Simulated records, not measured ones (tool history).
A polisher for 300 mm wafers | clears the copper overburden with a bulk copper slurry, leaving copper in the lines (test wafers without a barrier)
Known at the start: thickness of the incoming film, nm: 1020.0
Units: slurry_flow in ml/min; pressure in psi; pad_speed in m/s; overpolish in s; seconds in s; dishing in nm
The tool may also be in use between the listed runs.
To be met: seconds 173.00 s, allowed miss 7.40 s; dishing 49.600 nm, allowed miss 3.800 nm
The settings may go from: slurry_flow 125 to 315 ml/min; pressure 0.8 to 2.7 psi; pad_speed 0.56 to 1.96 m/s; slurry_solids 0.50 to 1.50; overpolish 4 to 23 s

{"run": 1, "hour": 0.0, "slurry_flow": 205, "pressure": 1.7, "pad_speed": 1.26, "slurry_solids": 1.0, "overpolish": 12, "seconds": 134.5, "dishing": 45.141}
{"run": 2, "hour": 2.8, "slurry_flow": 205, "pressure": 1.7, "pad_speed": 1.26, "slurry_solids": 1.0, "overpolish": 9, "seconds": 135.55, "dishing": 38.755}
{"run": 3, "hour": 3.7, "slurry_flow": 205, "pressure": 1.6, "pad_speed": 1.24, "slurry_solids": 1.0, "overpolish": 11, "seconds": 141.34, "dishing": 42.818}
{"run": 4, "hour": 6.5, "slurry_flow": 205, "pressure": 1.5, "pad_speed": 1.24, "slurry_solids": 1.0, "overpolish": 12, "seconds": 146.13, "dishing": 42.414}
{"run": 5, "hour": 14.2, "slurry_flow": 205, "pressure": 1.7, "pad_speed": 1.24, "slurry_solids": 1.0, "overpolish": 12, "seconds": 137.56, "dishing": 45.855}
{"run": 6, "hour": 17.0, "slurry_flow": 165, "pressure": 1.7, "pad_speed": 1.24, "slurry_solids": 1.0, "overpolish": 12, "seconds": 143.28, "dishing": 45.862}
{"run": 7, "hour": 21.9, "slurry_flow": 160, "pressure": 1.6, "pad_speed": 1.22, "slurry_solids": 1.0, "overpolish": 13, "seconds": 150.01, "dishing": 45.678}
{"run": 8, "hour": 25.7, "slurry_flow": 155, "pressure": 1.5, "pad_speed": 1.2, "slurry_solids": 1.0, "overpolish": 14, "seconds": 154.28, "dishing": 44.82}
{"run": 9, "hour": 33.2, "slurry_flow": 155, "pressure": 1.4, "pad_speed": 1.18, "slurry_solids": 1.0, "overpolish": 15, "seconds": 168.55, "dishing": 44.563}

Which of these 4 next moves meets every target?
{"run": "A", "hour": 40.7, "slurry_flow": 125, "pressure": 1.7, "pad_speed": 0.96, "slurry_solids": 1.35, "overpolish": 17, "seconds": "?", "dishing": "?"}
{"run": "B", "hour": 40.7, "slurry_flow": 155, "pressure": 1.5, "pad_speed": 1.2, "slurry_solids": 0.85, "overpolish": 11, "seconds": "?", "dishing": "?"}
{"run": "C", "hour": 40.7, "slurry_flow": 135, "pressure": 1.5, "pad_speed": 1.1, "slurry_solids": 1.3, "overpolish": 11, "seconds": "?", "dishing": "?"}
{"run": "D", "hour": 40.7, "slurry_flow": 220, "pressure": 1.9, "pad_speed": 0.94, "slurry_solids": 1.05, "overpolish": 11, "seconds": "?", "dishing": "?"}

move=A seconds=176.45 dishing=51.325
move=B seconds=165.48 dishing=41.122
move=C seconds=168.38 dishing=40.672
move=D seconds=165.84 dishing=41.662
A: meets every target
B: further off than the last run
C: further off than the last run
D: further off than the last run
Move A is the one to make.
